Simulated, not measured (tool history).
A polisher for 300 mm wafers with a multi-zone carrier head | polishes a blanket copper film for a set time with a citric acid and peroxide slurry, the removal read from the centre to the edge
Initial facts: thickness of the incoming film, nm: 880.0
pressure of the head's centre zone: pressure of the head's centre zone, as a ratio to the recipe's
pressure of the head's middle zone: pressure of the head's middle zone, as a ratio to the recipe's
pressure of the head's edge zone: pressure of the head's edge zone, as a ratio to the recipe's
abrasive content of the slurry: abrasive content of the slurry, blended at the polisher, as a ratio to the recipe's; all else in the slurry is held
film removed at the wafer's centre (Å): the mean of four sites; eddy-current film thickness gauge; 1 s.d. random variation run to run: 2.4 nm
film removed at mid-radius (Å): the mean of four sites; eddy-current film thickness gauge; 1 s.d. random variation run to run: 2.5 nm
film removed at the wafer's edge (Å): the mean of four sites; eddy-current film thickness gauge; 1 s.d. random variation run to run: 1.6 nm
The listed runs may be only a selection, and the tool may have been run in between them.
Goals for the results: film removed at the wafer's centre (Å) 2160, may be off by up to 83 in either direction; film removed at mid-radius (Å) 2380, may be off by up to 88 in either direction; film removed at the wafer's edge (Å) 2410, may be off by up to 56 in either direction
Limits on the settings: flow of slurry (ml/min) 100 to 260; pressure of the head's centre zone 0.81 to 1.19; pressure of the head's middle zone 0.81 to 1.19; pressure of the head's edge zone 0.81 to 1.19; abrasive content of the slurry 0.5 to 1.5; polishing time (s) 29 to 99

run,hour,flow of slurry (ml/min),pressure of the head's centre zone,pressure of the head's middle zone,pressure of the head's edge zone,abrasive content of the slurry,polishing time (s),film removed at the wafer's centre (Å),film removed at mid-radius (Å),film removed at the wafer's edge (Å)
1,0,165,1,1,1,1,64,1908.5,1858.2,1870.6
2,7.3,165,0.95,1,1,1,64,1756.2,1888.1,1843.6
3,15.3,170,0.95,1.01,1.02,1.05,64,1813.5,1941.8,1899
4,23.5,170,0.95,1.01,1.02,1.05,80,2291.3,2439.9,2398.3
5,32.2,170,0.95,1.01,1.03,1.05,80,2303.6,2397.6,2391.1
6,38.2,170,0.95,1.01,1.03,0.85,80,2168.7,2322.8,2308.7
7,43,170,0.95,1.01,1.04,0.85,80,2220,2303.2,2294.2
8,48.1,170,0.94,1.01,1.05,0.85,80,2168.1,2375.2,2295.8
9,50.7,170,0.93,1,1.06,0.85,80,2150.4,2352.6,2342.2

Exercise: of the 4 proposed moves below, exactly one satisfies all targets within the stated allowed misses. Which move is it?
A,53.3,195,0.89,0.97,1.04,0.9,81,?,?,?
B,53.3,165,0.81,1,1.08,0.85,82,?,?,?
C,53.3,155,0.93,1.01,1,0.95,81,?,?,?
D,53.3,105,0.98,0.95,1.1,0.85,88,?,?,?

move,film removed at the wafer's centre (Å),film removed at mid-radius (Å),film removed at the wafer's edge (Å)
A,2157.5,2382.9,2401.8
B,1902.2,2376.6,2398
C,2175,2385.4,2307.5
D,2169.8,2178.5,2396.7
A: every result lands within tolerance
B: the furthest-off result lands on target, but another misses its tolerance
C: its largest miss is bigger than the last run's
D: the furthest-off result lands on target, but another misses its tolerance
A meets every target.
